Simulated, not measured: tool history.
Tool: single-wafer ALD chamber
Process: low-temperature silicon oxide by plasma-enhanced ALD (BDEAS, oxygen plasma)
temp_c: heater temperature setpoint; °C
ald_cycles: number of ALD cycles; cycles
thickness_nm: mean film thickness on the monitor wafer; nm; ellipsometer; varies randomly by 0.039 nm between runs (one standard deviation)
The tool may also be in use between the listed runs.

run,hour,temp_c,ald_cycles,thickness_nm
1,0,120,49,6.5065
2,5.3,127,49,6.4009
3,12,127,52,6.7933
4,16.3,124,53,7.0035
5,17.3,121,54,7.1548
6,23.7,121,51,6.781
7,31.9,118,52,6.9448

Estimate the outcome of run 8 from the log above:
8,35.6,116,53,?

thickness_nm: 7.0419 nm

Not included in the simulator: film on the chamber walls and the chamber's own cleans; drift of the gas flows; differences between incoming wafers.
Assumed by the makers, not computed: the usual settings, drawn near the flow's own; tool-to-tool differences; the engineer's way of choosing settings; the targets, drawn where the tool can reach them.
